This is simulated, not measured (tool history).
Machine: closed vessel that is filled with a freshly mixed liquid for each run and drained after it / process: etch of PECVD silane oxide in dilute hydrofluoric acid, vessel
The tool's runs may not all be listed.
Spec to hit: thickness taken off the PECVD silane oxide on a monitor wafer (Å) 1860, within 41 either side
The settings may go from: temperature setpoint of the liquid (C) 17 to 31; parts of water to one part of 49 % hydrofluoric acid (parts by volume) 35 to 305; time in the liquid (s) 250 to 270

| run | hour | temperature setpoint of the liquid (C) | parts of water to one part of 49 % hydrofluoric acid (parts by volume) | time in the liquid (s) | thickness taken off the PECVD silane oxide on a monitor wafer (Å) |
|---|---|---|---|---|---|
| 1 | 0 | 23 | 170 | 250 | 647.3 |
| 2 | 9.2 | 23 | 145 | 250 | 770.46 |
| 3 | 11.5 | 24 | 135 | 250 | 875.5 |
| 4 | 17.3 | 25 | 125 | 250 | 989.03 |
| 5 | 25.8 | 26.5 | 125 | 250 | 1052.6 |
| 6 | 27.8 | 29.5 | 125 | 250 | 1177.5 |
| 7 | 31.8 | 29.5 | 120 | 250 | 1225.7 |
| 8 | 35.3 | 31 | 60 | 250 | 2822.6 |
| 9 | 40.2 | 29.5 | 60 | 250 | 2692.9 |
| 10 | 47.7 | 28 | 60 | 250 | 2544.6 |
| 11 | 55.6 | 27 | 60 | 250 | 2446.8 |

Which one of the following 5 next-run settings gets every result inside its allowed miss? There is exactly one.
| A | 63.5 | 25 | 75 | 255 | ? |
| B | 63.5 | 27 | 75 | 255 | ? |
| C | 63.5 | 27.5 | 85 | 255 | ? |
| D | 63.5 | 24.5 | 75 | 270 | ? |
| E | 63.5 | 25.5 | 80 | 270 | ? |

| move | thickness taken off the PECVD silane oxide on a monitor wafer (Å) |
|---|---|
| A | 1798.1 |
| B | 1946.6 |
| C | 1727.7 |
| D | 1866.1 |
| E | 1808.9 |
A: the result that was furthest off in the last run now lies on the other side of its target
B: gains on the last run, yet a result remains outside its allowed miss
C: the result that was furthest off in the last run now lies on the other side of its target
D: every result lands within tolerance
E: the result that was furthest off in the last run now lies on the other side of its target
Answer: D

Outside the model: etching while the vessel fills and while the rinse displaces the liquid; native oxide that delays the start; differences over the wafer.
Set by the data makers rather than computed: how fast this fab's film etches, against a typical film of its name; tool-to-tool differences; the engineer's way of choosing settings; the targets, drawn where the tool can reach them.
